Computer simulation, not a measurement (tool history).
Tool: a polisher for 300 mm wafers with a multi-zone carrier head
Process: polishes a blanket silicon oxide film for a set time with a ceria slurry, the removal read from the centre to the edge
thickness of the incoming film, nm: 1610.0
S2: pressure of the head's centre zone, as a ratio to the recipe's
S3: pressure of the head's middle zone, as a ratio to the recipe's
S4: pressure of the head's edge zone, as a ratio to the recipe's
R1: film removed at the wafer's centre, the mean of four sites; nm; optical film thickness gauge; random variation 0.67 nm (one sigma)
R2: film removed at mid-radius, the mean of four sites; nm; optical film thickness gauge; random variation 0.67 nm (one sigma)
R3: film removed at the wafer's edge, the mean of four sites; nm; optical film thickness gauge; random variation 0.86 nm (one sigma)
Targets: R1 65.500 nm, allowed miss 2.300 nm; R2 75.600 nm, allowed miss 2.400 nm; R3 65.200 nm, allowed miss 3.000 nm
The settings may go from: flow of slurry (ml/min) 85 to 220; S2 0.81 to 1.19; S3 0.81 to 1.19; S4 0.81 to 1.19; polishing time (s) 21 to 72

Run 1, hour 0.0: flow of slurry (ml/min) 140, S2 1.00, S3 1.00, S4 1.00, polishing time (s) 46. Result: R1 128.210 nm, R2 124.790 nm, R3 122.390 nm.
Run 2, hour 8.6: flow of slurry (ml/min) 140, S2 1.00, S3 0.96, S4 1.00, polishing time (s) 46. Result: R1 126.740 nm, R2 121.390 nm, R3 121.640 nm.
Run 3, hour 14.5: flow of slurry (ml/min) 140, S2 1.00, S3 0.96, S4 1.00, polishing time (s) 56. Result: R1 152.010 nm, R2 147.940 nm, R3 151.010 nm.
Run 4, hour 18.7: flow of slurry (ml/min) 135, S2 0.96, S3 0.98, S4 0.96, polishing time (s) 47. Result: R1 124.190 nm, R2 123.810 nm, R3 123.710 nm.
Run 5, hour 21.3: flow of slurry (ml/min) 135, S2 0.96, S3 1.03, S4 0.96, polishing time (s) 47. Result: R1 122.920 nm, R2 129.070 nm, R3 123.110 nm.
Run 6, hour 22.0: flow of slurry (ml/min) 135, S2 1.02, S3 1.03, S4 0.96, polishing time (s) 47. Result: R1 129.700 nm, R2 128.360 nm, R3 124.670 nm.
Run 7, hour 29.4: flow of slurry (ml/min) 115, S2 0.92, S3 1.06, S4 0.86, polishing time (s) 34. Result: R1 82.162 nm, R2 93.178 nm, R3 83.783 nm.
Run 8, hour 33.6: flow of slurry (ml/min) 115, S2 0.91, S3 1.08, S4 0.81, polishing time (s) 22. Result: R1 51.962 nm, R2 61.552 nm, R3 52.538 nm.
Run 9, hour 36.5: flow of slurry (ml/min) 115, S2 0.91, S3 1.08, S4 0.81, polishing time (s) 22. Result: R1 53.565 nm, R2 60.948 nm, R3 52.713 nm.
Run 10, hour 43.4: flow of slurry (ml/min) 120, S2 0.93, S3 1.10, S4 0.86, polishing time (s) 22. Result: R1 53.591 nm, R2 62.941 nm, R3 53.130 nm.
Run 11, hour 46.9: flow of slurry (ml/min) 120, S2 0.93, S3 1.10, S4 0.87, polishing time (s) 23. Result: R1 57.345 nm, R2 66.170 nm, R3 56.430 nm.
Run 12, hour 49.7: flow of slurry (ml/min) 120, S2 0.94, S3 1.11, S4 0.91, polishing time (s) 23. Result: R1 56.904 nm, R2 65.849 nm, R3 58.119 nm.
Run 13, hour 52.2: flow of slurry (ml/min) 125, S2 0.96, S3 1.13, S4 0.93, polishing time (s) 24. Result: R1 61.578 nm, R2 72.568 nm, R3 60.380 nm.
Run 14, hour 59.0: flow of slurry (ml/min) 125, S2 0.97, S3 1.13, S4 0.95, polishing time (s) 24. Result: R1 61.581 nm, R2 70.453 nm, R3 63.157 nm.
Run 15, hour 60.8: flow of slurry (ml/min) 130, S2 0.98, S3 1.14, S4 0.96, polishing time (s) 24. Result: R1 63.504 nm, R2 72.529 nm, R3 62.433 nm.

Which of these 4 next moves meets every target?
Run A, hour 62.6: flow of slurry (ml/min) 110, S2 1.01, S3 1.19, S4 0.99, polishing time (s) 25. Result: R1 ?, R2 ?, R3 ?.
Run B, hour 62.6: flow of slurry (ml/min) 135, S2 1.03, S3 1.04, S4 1.02, polishing time (s) 24. Result: R1 ?, R2 ?, R3 ?.
Run C, hour 62.6: flow of slurry (ml/min) 105, S2 1.02, S3 1.15, S4 0.92, polishing time (s) 24. Result: R1 ?, R2 ?, R3 ?.
Run D, hour 62.6: flow of slurry (ml/min) 200, S2 1.06, S3 1.19, S4 0.81, polishing time (s) 21. Result: R1 ?, R2 ?, R3 ?.

move      R1      R2      R3
   A  65.032  74.438  64.533
   B  66.728  66.394  64.873
   C  62.286  68.661  59.443
   D  64.675  69.565  53.379
A: meets every target
B: further off than the last run
C: further off than the last run
D: further off than the last run
Move A is the one to make.

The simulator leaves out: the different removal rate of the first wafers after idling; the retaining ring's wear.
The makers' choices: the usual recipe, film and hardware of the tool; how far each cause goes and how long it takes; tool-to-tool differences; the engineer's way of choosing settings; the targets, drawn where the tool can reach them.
